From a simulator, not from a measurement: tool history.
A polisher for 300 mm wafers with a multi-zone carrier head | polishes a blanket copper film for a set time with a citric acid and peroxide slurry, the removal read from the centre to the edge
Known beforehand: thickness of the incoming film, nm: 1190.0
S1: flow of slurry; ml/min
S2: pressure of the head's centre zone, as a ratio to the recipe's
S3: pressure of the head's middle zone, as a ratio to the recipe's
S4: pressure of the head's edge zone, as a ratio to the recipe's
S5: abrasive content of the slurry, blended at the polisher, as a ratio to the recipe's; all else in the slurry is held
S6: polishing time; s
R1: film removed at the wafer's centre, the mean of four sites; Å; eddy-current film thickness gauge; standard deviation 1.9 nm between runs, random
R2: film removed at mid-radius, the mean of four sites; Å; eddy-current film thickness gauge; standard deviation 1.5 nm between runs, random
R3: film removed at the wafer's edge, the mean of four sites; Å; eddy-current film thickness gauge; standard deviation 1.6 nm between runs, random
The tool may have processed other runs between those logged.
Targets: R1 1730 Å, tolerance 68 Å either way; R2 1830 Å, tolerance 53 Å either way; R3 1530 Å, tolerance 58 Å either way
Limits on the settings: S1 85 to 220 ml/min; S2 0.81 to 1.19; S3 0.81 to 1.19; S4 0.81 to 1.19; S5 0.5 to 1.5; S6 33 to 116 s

run  hour   S1    S2    S3    S4    S5  S6      R1      R2      R3
  1     0  140     1     1     1     1  74  2029.3  1999.8  2073.4
  2   7.4  140  1.01  1.02  0.97  0.95  73  2015.3  1991.7    1959
  3  15.7  140  1.01  1.02  0.97  0.85  73  1950.6  1940.5  1928.5
  4  22.9  135  1.01  1.03  0.95   0.8  73  1837.1  1911.2  1857.9
  5  31.5  135  1.02  1.04  0.93   0.8  73  1903.2  1943.8  1858.7
  6  32.6  135  1.08  1.04  0.93   0.8  73  1962.7  1944.1  1856.1
     33.3  -- worn pad replaced by a new one
  7  33.3  135  1.09  1.05  0.91  0.75  72  2096.2  2042.2  1921.6
  8  38.3  135  1.09  1.06   0.9   0.7  70  2047.7  1974.3  1808.1
  9  44.8  130  1.08  1.07  0.89   0.7  69  1939.1  1937.3  1773.5
 10  45.6  130  1.08  1.08  0.88  0.65  68  1861.1    1866  1730.8
 11  48.7  130  1.08   1.1  0.87  0.65  67  1870.6  1894.8  1659.9

Which single option among these 4 for the next run brings every result within its allowed miss of target? Just one does.
  A  51.8  150  1.07  1.11  0.91  0.55  70   ?   ?   ?
  B  51.8  120   1.1  1.18  0.85     1  55   ?   ?   ?
  C  51.8   85  0.86  0.99     1  0.55  80   ?   ?   ?
  D  51.8  110     1  1.18  0.89   0.6  64   ?   ?   ?

move      R1      R2      R3
   A  1874.9  1965.5  1757.6
   B  1707.9  1848.7  1534.4
   C  1587.4  1857.6  1971.1
   D  1566.2  1849.8  1573.8
A: misses by more than the last run did
B: hits every target within its allowed miss
C: misses by more than the last run did
D: the worst result of the last run now meets its target, but another is out of spec
The move that meets every target is B.
